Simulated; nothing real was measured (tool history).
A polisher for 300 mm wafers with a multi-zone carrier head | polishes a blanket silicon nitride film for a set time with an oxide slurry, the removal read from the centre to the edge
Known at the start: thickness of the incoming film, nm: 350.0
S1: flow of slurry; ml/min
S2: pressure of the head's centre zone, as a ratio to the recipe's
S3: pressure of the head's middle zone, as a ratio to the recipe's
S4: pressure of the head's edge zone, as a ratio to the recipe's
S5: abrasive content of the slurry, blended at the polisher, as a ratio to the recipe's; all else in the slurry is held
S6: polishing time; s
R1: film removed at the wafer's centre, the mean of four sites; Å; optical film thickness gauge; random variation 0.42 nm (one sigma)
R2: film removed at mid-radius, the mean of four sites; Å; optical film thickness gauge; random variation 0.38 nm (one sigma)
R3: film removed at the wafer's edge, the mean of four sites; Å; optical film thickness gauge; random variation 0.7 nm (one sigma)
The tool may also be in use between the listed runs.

| run | hour | S1 | S2 | S3 | S4 | S5 | S6 | R1 | R2 | R3 |
|---|---|---|---|---|---|---|---|---|---|---|
| 1 | 0 | 200 | 1 | 1 | 1 | 1 | 88 | 574.59 | 590.18 | 580.86 |
| 2 | 7.1 | 200 | 0.93 | 1 | 1 | 1 | 88 | 534.26 | 590.26 | 579.44 |
| 3 | 12 | 200 | 0.93 | 0.95 | 1 | 1 | 88 | 526.76 | 560.67 | 566.38 |
| 4 | 14.5 | 195 | 0.9 | 0.97 | 0.97 | 1 | 88 | 504.4 | 573.12 | 563.7 |
| 5 | 20.5 | 195 | 0.9 | 0.97 | 0.97 | 1 | 101 | 588.76 | 651.96 | 646.44 |
| 6 | 28.8 | 190 | 0.88 | 0.97 | 0.92 | 0.95 | 101 | 570.66 | 646.46 | 626.84 |
| 7 | 35.7 | 185 | 0.86 | 0.98 | 0.89 | 0.85 | 101 | 534.19 | 625.81 | 579.54 |

The next listed run, before its measurement:
| 8 | 37.4 | 175 | 0.84 | 0.97 | 0.87 | 0.85 | 101 | ? | ? | ? |

Run 8 gave R1 519.16 Å, R2 622 Å, R3 585.85 Å.

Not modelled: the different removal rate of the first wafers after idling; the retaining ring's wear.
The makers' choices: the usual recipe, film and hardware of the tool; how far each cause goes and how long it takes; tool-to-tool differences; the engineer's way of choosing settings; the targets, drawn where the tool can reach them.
